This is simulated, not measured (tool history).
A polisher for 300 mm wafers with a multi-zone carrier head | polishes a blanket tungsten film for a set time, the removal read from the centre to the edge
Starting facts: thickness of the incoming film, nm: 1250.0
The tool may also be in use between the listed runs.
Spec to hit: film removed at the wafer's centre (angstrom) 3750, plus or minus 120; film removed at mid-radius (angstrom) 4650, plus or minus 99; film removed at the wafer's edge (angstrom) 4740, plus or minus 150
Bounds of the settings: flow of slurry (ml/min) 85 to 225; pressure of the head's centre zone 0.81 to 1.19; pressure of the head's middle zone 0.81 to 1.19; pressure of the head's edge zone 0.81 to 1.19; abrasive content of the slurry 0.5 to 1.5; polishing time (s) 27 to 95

| run | hour | flow of slurry (ml/min) | pressure of the head's centre zone | pressure of the head's middle zone | pressure of the head's edge zone | abrasive content of the slurry | polishing time (s) | film removed at the wafer's centre (angstrom) | film removed at mid-radius (angstrom) | film removed at the wafer's edge (angstrom) |
|---|---|---|---|---|---|---|---|---|---|---|
| 1 | 0 | 145 | 1 | 1 | 1 | 1 | 61 | 4645 | 4461.3 | 4502.5 |
| 2 | 1.3 | 145 | 0.92 | 1 | 1 | 1 | 61 | 4196.1 | 4460.4 | 4397.2 |
| 3 | 5.1 | 145 | 0.92 | 1 | 1.09 | 1 | 61 | 4213.8 | 4423.3 | 4681.3 |
| 4 | 6.3 | 145 | 0.92 | 1 | 1.17 | 1 | 61 | 4214.4 | 4489.3 | 4851 |
| 5 | 10.9 | 145 | 0.9 | 1.01 | 1.17 | 1 | 61 | 4173.3 | 4474.7 | 4837.2 |
| 6 | 19.2 | 140 | 0.88 | 1.03 | 1.17 | 1 | 61 | 4041.7 | 4550.5 | 4788.5 |
| 7 | 26.5 | 140 | 0.88 | 1.03 | 1.17 | 1 | 61 | 4018.8 | 4555.5 | 4842.5 |
| 8 | 31.2 | 140 | 0.87 | 1.04 | 1.16 | 1 | 61 | 3947.5 | 4566.2 | 4796.8 |
| 9 | 33.4 | 140 | 0.86 | 1.05 | 1.16 | 1 | 61 | 3916.2 | 4640.2 | 4864.5 |
| 10 | 34.7 | 140 | 0.86 | 1.05 | 1.15 | 1 | 61 | 3929.6 | 4573.8 | 4747.4 |
|  | 40.6 | worn pad replaced by a new one |
| 11 | 40.6 | 135 | 0.81 | 1.08 | 1.15 | 1 | 61 | 4153.2 | 5361.6 | 5280.2 |
| 12 | 47 | 130 | 0.82 | 1.08 | 1.16 | 0.95 | 61 | 4093 | 5171.4 | 5271.6 |
| 13 | 53.4 | 135 | 0.82 | 1.07 | 1.16 | 1 | 61 | 4182.9 | 5281.4 | 5414.8 |
| 14 | 56.4 | 130 | 0.83 | 1.08 | 1.17 | 0.95 | 61 | 4138 | 5271.5 | 5325.5 |

Exactly one of the 5 candidate moves below puts every result within its allowed miss. Which one?
| A | 59.4 | 140 | 0.86 | 1.11 | 1.04 | 1.4 | 48 | ? | ? | ? |
| B | 59.4 | 115 | 0.9 | 1.15 | 1.14 | 1.05 | 52 | ? | ? | ? |
| C | 59.4 | 160 | 0.84 | 1.08 | 1.19 | 1.05 | 51 | ? | ? | ? |
| D | 59.4 | 100 | 0.86 | 1 | 1.12 | 0.95 | 58 | ? | ? | ? |
| E | 59.4 | 135 | 0.83 | 1.07 | 1.08 | 1.05 | 50 | ? | ? | ? |

| move | film removed at the wafer's centre (angstrom) | film removed at mid-radius (angstrom) | film removed at the wafer's edge (angstrom) |
|---|---|---|---|
| A | 3761.9 | 4664.4 | 4310.2 |
| B | 3792.4 | 4660.1 | 4439.3 |
| C | 3788.7 | 4682.3 | 4709.3 |
| D | 3762 | 4329.8 | 4677.3 |
| E | 3521.8 | 4392.7 | 4280.1 |
A: gets the furthest-off result to its target, but another result is out of tolerance
B: gets the furthest-off result to its target, but another result is out of tolerance
C: every result within its allowed miss
D: moves the result that the last run missed by most past its target, out the other side
E: moves the result that the last run missed by most past its target, out the other side
Answer: C
